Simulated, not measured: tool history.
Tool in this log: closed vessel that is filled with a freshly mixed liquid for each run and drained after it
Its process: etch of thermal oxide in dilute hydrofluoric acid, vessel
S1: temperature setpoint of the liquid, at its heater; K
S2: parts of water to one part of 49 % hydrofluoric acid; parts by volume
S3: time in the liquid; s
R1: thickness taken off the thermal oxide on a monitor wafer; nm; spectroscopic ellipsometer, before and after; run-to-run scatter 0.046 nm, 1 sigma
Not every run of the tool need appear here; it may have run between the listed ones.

run	hour	S1	S2	S3	R1
1	0	293.15	125	250	8.2194
2	1.2	293.15	90	250	12.126
3	3.6	290.65	90	250	10.652
4	9.2	290.65	105	250	9.09
5	17.3	290.15	105	250	8.9667
6	19.8	290.15	115	250	8.1129

Run 7 comes next. What will it give?
7	24	290.15	125	250	?

R1: 7.4035 nm

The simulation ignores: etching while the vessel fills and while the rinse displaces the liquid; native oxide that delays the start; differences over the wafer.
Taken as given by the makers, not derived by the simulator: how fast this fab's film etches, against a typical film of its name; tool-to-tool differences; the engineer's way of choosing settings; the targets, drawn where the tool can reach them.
